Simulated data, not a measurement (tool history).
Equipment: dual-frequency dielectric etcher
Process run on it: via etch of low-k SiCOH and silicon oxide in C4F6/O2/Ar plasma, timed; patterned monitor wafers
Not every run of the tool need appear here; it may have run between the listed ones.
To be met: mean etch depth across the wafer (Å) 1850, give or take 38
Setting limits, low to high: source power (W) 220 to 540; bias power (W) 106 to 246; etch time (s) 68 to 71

| run | hour | source power (W) | bias power (W) | etch time (s) | mean etch depth across the wafer (Å) |
|---|---|---|---|---|---|
| 1 | 0 | 380 | 176 | 68 | 1513.8 |
| 2 | 2.5 | 430 | 176 | 68 | 1622.6 |
| 3 | 11 | 440 | 177 | 68 | 1635.5 |
| 4 | 13.2 | 440 | 177 | 68 | 1628.2 |
| 5 | 14.9 | 440 | 177 | 68 | 1633 |
| 6 | 17 | 510 | 177 | 68 | 1762.1 |
| 7 | 23.2 | 510 | 178 | 68 | 1768.7 |
| 8 | 31 | 510 | 179 | 68 | 1768.7 |
| 9 | 34.7 | 510 | 180 | 68 | 1776.6 |
| 10 | 36.7 | 510 | 181 | 68 | 1771.4 |
| 11 | 39.9 | 510 | 182 | 68 | 1774.9 |
| 12 | 41.5 | 510 | 183 | 68 | 1792.9 |
| 13 | 49.6 | 520 | 184 | 68 | 1797.6 |

Which one of the following 4 next-run settings gets every result inside its allowed miss? There is exactly one.
| A | 57.7 | 450 | 209 | 68 | ? |
| B | 57.7 | 540 | 186 | 71 | ? |
| C | 57.7 | 510 | 183 | 70 | ? |
| D | 57.7 | 540 | 198 | 69 | ? |

| move | mean etch depth across the wafer (Å) |
|---|---|
| A | 1772.5 |
| B | 1928.9 |
| C | 1839.9 |
| D | 1919.8 |
A: its largest miss is bigger than the last run's
B: takes the biggest miss from the last run beyond its target
C: meets every target
D: takes the biggest miss from the last run beyond its target
C is the move that brings every result within its allowed miss.
